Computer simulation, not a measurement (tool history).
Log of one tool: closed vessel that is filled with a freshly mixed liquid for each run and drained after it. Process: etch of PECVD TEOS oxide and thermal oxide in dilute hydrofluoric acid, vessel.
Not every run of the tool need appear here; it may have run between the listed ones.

run	hour	temperature setpoint of the liquid (K)	parts of water to one part of 49 % hydrofluoric acid (parts by volume)	time in the liquid (s)	thickness taken off the PECVD TEOS oxide on a monitor wafer (Å)	thickness taken off the thermal oxide on a monitor wafer (Å)
1	0	294.15	45	250	562.12	268.88
2	2.7	294.15	45	195	436.97	207.69
3	9.8	292.15	45	195	401.5	194.39
4	11.3	292.15	45	135	278.32	132.68
# hour 12.1: hydrofluoric acid flow meter replaced
5	12.1	291.65	45	135	260.83	124.41
6	19.6	293.65	45	135	281.44	133.99

For run 7, what comes out?
7	28.4	293.15	45	135	?	?

thickness taken off the PECVD TEOS oxide on a monitor wafer (Å): 272.8
thickness taken off the thermal oxide on a monitor wafer (Å): 132.36
